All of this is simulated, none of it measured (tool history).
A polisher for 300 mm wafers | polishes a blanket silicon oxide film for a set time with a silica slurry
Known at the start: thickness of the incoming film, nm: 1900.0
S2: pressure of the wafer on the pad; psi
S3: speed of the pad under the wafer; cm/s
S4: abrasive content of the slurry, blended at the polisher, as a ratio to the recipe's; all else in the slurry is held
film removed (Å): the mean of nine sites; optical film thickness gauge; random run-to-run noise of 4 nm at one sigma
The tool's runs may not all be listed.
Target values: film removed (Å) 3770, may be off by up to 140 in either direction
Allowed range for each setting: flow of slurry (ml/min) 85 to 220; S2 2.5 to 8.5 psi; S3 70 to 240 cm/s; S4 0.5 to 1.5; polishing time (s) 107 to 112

Run 1, hour 0: flow of slurry (ml/min) 140, S2 5.5 psi, S3 154 cm/s, S4 1, polishing time (s) 107. Result: film removed (Å) 5110.4.
Run 2, hour 6.7: flow of slurry (ml/min) 135, S2 5.1 psi, S3 154 cm/s, S4 1, polishing time (s) 107. Result: film removed (Å) 4906.2.
Run 3, hour 10.5: flow of slurry (ml/min) 135, S2 4.6 psi, S3 152 cm/s, S4 1, polishing time (s) 107. Result: film removed (Å) 4224.4.
Run 4, hour 14.3: flow of slurry (ml/min) 125, S2 4.6 psi, S3 152 cm/s, S4 1, polishing time (s) 107. Result: film removed (Å) 4269.4.
Run 5, hour 17.9: flow of slurry (ml/min) 125, S2 4.6 psi, S3 152 cm/s, S4 1.1, polishing time (s) 107. Result: film removed (Å) 4476.5.
Run 6, hour 20.8: flow of slurry (ml/min) 125, S2 4.4 psi, S3 152 cm/s, S4 1.1, polishing time (s) 107. Result: film removed (Å) 4196.5.
Run 7, hour 24.6: flow of slurry (ml/min) 125, S2 4.3 psi, S3 152 cm/s, S4 1.1, polishing time (s) 107. Result: film removed (Å) 4012.3.
Run 8, hour 26.4: flow of slurry (ml/min) 125, S2 4.2 psi, S3 152 cm/s, S4 1.1, polishing time (s) 107. Result: film removed (Å) 4009.9.
Run 9, hour 30.8: flow of slurry (ml/min) 125, S2 4.1 psi, S3 152 cm/s, S4 1.1, polishing time (s) 107. Result: film removed (Å) 4041.6.

Consider the 5 candidate settings below. Which is the only one whose results all fall within their allowed miss of target?
Run A, hour 35.2: flow of slurry (ml/min) 125, S2 4.5 psi, S3 150 cm/s, S4 1.1, polishing time (s) 112. Result: film removed (Å) ?.
Run B, hour 35.2: flow of slurry (ml/min) 100, S2 4 psi, S3 198 cm/s, S4 0.85, polishing time (s) 107. Result: film removed (Å) ?.
Run C, hour 35.2: flow of slurry (ml/min) 100, S2 4.3 psi, S3 186 cm/s, S4 1.05, polishing time (s) 111. Result: film removed (Å) ?.
Run D, hour 35.2: flow of slurry (ml/min) 140, S2 3.9 psi, S3 144 cm/s, S4 1.15, polishing time (s) 108. Result: film removed (Å) ?.
Run E, hour 35.2: flow of slurry (ml/min) 110, S2 3.9 psi, S3 170 cm/s, S4 1.3, polishing time (s) 112. Result: film removed (Å) ?.

move  film removed (Å)
   A            4541.2
   B            4256.2
   C              4802
   D            3829.7
   E            4475.1
A: further off than the last run
B: further off than the last run
C: further off than the last run
D: hits every target within its allowed miss
E: further off than the last run
Correct choice: D, which meets every target

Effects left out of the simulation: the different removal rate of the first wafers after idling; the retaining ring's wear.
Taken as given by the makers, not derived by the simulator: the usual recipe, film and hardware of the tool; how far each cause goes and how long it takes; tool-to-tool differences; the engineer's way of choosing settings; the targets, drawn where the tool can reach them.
